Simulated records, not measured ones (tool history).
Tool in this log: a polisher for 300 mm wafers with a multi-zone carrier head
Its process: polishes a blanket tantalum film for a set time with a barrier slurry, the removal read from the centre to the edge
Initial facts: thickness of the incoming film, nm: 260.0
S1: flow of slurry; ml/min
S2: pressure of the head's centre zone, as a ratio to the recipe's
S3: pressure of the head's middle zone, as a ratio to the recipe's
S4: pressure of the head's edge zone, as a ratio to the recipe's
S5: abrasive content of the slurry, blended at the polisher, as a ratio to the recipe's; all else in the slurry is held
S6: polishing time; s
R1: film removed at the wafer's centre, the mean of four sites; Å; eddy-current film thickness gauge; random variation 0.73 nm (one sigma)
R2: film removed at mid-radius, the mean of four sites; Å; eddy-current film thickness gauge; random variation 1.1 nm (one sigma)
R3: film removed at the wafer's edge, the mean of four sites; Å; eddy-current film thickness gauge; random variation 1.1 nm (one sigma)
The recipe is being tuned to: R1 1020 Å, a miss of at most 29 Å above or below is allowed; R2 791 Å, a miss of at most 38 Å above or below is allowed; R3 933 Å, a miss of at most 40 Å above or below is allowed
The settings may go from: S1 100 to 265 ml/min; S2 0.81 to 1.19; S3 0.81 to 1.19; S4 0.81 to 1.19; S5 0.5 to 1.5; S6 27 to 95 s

Run 1, hour 0: S1 170 ml/min, S2 1, S3 1, S4 1, S5 1, S6 61 s. Result: R1 845.39 Å, R2 851.46 Å, R3 825.09 Å.
Run 2, hour 1.8: S1 180 ml/min, S2 1.02, S3 0.97, S4 1.02, S5 1, S6 61 s. Result: R1 859.07 Å, R2 802.62 Å, R3 836.28 Å.
Run 3, hour 9.2: S1 180 ml/min, S2 1.02, S3 0.97, S4 1.02, S5 1, S6 50 s. Result: R1 712.47 Å, R2 669.23 Å, R3 680.5 Å.
Run 4, hour 14.3: S1 185 ml/min, S2 1.04, S3 0.97, S4 1.04, S5 1.1, S6 51 s. Result: R1 765.4 Å, R2 704.83 Å, R3 729.2 Å.
Run 5, hour 19: S1 185 ml/min, S2 0.96, S3 0.97, S4 1.04, S5 1.1, S6 51 s. Result: R1 720.45 Å, R2 710.25 Å, R3 722.01 Å.
Run 6, hour 26.9: S1 185 ml/min, S2 0.96, S3 1.05, S4 1.04, S5 1.1, S6 51 s. Result: R1 718.63 Å, R2 762.26 Å, R3 714.16 Å.
Run 7, hour 27.7: S1 185 ml/min, S2 0.96, S3 1.05, S4 1.04, S5 1.1, S6 51 s. Result: R1 720.55 Å, R2 755.05 Å, R3 705.33 Å.
Run 8, hour 34.6: S1 205 ml/min, S2 1.06, S3 0.95, S4 1.14, S5 1.35, S6 56 s. Result: R1 908.24 Å, R2 828.96 Å, R3 882.69 Å.

5 candidate next runs follow, results not yet known. Just one meets every target within its allowed miss. Identify it.
Run A, hour 41.5: S1 210 ml/min, S2 1.15, S3 0.91, S4 1.16, S5 1.3, S6 63 s. Result: R1 ?, R2 ?, R3 ?.
Run B, hour 41.5: S1 170 ml/min, S2 0.96, S3 0.94, S4 1.17, S5 1.45, S6 58 s. Result: R1 ?, R2 ?, R3 ?.
Run C, hour 41.5: S1 210 ml/min, S2 1.16, S3 0.87, S4 1.16, S5 1.3, S6 59 s. Result: R1 ?, R2 ?, R3 ?.
Run D, hour 41.5: S1 225 ml/min, S2 1.1, S3 0.86, S4 1.15, S5 1.3, S6 64 s. Result: R1 ?, R2 ?, R3 ?.
Run E, hour 41.5: S1 195 ml/min, S2 1, S3 0.89, S4 1.19, S5 1.35, S6 66 s. Result: R1 ?, R2 ?, R3 ?.

move      R1      R2      R3
   A  1073.4  876.51  989.43
   B  851.14  825.47  917.19
   C  1011.9  790.83   927.1
   D  1062.8  857.53  1008.1
   E  1005.5  901.07  1051.9
A: pushes the last run's worst result past its target
B: moves away from the targets compared with the last run
C: each result inside its tolerance
D: pushes the last run's worst result past its target
E: brings the result that was furthest off to its target, and leaves another outside
So the answer is move C, the one that meets all the targets.
